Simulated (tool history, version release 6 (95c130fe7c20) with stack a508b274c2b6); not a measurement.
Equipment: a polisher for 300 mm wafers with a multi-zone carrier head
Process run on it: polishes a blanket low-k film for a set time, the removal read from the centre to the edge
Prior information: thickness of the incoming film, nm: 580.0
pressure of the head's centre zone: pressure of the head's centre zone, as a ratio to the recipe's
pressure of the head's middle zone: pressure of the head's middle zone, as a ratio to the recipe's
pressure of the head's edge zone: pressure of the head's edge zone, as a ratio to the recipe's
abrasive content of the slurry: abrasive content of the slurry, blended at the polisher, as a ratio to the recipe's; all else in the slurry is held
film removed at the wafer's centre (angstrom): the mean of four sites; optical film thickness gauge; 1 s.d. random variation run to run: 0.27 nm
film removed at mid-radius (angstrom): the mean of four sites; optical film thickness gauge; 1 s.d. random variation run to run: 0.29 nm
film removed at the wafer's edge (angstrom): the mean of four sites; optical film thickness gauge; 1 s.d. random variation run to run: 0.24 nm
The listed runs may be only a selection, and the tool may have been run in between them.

run  hour  flow of slurry (ml/min)  pressure of the head's centre zone  pressure of the head's middle zone  pressure of the head's edge zone  abrasive content of the slurry  polishing time (s)  film removed at the wafer's centre (angstrom)  film removed at mid-radius (angstrom)  film removed at the wafer's edge (angstrom)
  1   0.0                      210                                1.00                                1.00                              1.00                            1.00                  40                                         205.11                                 195.09                                       209.61
  2   1.8                      210                                1.00                                1.06                              1.00                            1.00                  40                                         209.09                                 203.18                                       218.74
  3   3.3                      220                                0.99                                1.08                              1.02                            1.05                  40                                         214.97                                 215.34                                       219.69
  4  11.6                      200                                0.96                                1.05                              1.04                            1.10                  41                                         217.53                                 220.17                                       234.70
     18.7  -- edge zone pressure recalibrated
  5  18.7                      200                                0.96                                1.05                              1.04                            0.95                  41                                         193.66                                 203.16                                       206.21
  6  26.0                      190                                0.94                                1.05                              1.04                            1.05                  41                                         205.45                                 212.86                                       218.55
  7  27.5                      205                                0.84                                1.06                              1.14                            1.30                  42                                         206.40                                 253.93                                       259.68

Predict the results of run 8:
  8  29.1                      210                                0.85                                1.05                              1.15                            1.30                  42                                              ?                                      ?                                            ?

Logged for run 8: film removed at the wafer's centre (angstrom) 208.67, film removed at mid-radius (angstrom) 245.76, film removed at the wafer's edge (angstrom) 258.16.

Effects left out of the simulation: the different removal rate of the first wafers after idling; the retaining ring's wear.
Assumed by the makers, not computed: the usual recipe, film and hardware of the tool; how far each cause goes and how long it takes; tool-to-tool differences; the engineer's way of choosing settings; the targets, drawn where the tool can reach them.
